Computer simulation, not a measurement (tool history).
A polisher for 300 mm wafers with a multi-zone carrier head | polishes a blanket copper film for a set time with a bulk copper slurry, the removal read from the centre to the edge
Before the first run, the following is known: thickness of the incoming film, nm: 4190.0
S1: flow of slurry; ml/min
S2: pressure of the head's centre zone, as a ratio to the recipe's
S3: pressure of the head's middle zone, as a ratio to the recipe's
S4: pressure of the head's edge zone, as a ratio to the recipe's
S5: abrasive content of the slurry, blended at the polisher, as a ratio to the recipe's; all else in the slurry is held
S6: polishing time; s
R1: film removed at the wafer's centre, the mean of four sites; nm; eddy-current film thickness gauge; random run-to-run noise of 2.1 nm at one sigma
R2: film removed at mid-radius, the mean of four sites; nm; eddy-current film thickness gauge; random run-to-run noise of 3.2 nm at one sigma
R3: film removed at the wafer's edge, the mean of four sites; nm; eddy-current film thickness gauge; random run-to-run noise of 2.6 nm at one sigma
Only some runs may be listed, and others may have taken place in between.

run 1 hour=0 | S1=300 S2=1 S3=1 S4=1 S5=1 S6=63 | R1=356.64 R2=353.57 R3=359.35
run 2 hour=6.8 | S1=300 S2=0.99 S3=0.99 S4=1.03 S5=1 S6=63 | R1=354.04 R2=353.28 R3=362.18
run 3 hour=12 | S1=300 S2=0.99 S3=0.94 S4=1.03 S5=1 S6=63 | R1=351.79 R2=341.65 R3=362.23
run 4 hour=16.9 | S1=300 S2=0.99 S3=0.94 S4=1.03 S5=0.85 S6=63 | R1=337.44 R2=327.65 R3=350.51
run 5 hour=18.6 | S1=305 S2=0.97 S3=0.93 S4=1.06 S5=0.9 S6=63 | R1=338.77 R2=335.43 R3=360.89
run 6 hour=24.7 | S1=305 S2=1.02 S3=0.93 S4=1.06 S5=0.9 S6=63 | R1=356.12 R2=334.57 R3=363.25
run 7 hour=25.4 | S1=300 S2=1 S3=0.92 S4=1.08 S5=0.95 S6=63 | R1=351.59 R2=332 R3=366.51
run 8 hour=32.8 | S1=300 S2=0.98 S3=0.91 S4=1.1 S5=1 S6=63 | R1=354.34 R2=335.71 R3=374.92
run 9 hour=38.1 | S1=300 S2=0.96 S3=0.9 S4=1.11 S5=1 S6=63 | R1=343.15 R2=324.34 R3=369.02
run 10 hour=46.8 | S1=300 S2=0.94 S3=0.9 S4=1.12 S5=1.05 S6=64 | R1=341.93 R2=342.99 R3=381.39
run 11 hour=47.4 | S1=300 S2=0.93 S3=0.89 S4=1.13 S5=1.1 S6=64 | R1=341.51 R2=341.12 R3=393.75
run 12 hour=53.2 | S1=300 S2=0.92 S3=0.89 S4=1.14 S5=1.1 S6=64 | R1=338.05 R2=340.39 R3=390.93
run 13 hour=54.3 | S1=300 S2=0.91 S3=0.89 S4=1.15 S5=1.1 S6=64 | R1=338.45 R2=342.67 R3=392.43

Expected results for the next run?
run 14 hour=62.6 | S1=300 S2=0.91 S3=0.89 S4=1.15 S5=1.1 S6=64 | R1=? R2=? R3=?

{"run 14": {"R1": 336.39, "R2": 337.62, "R3": 392.58}}
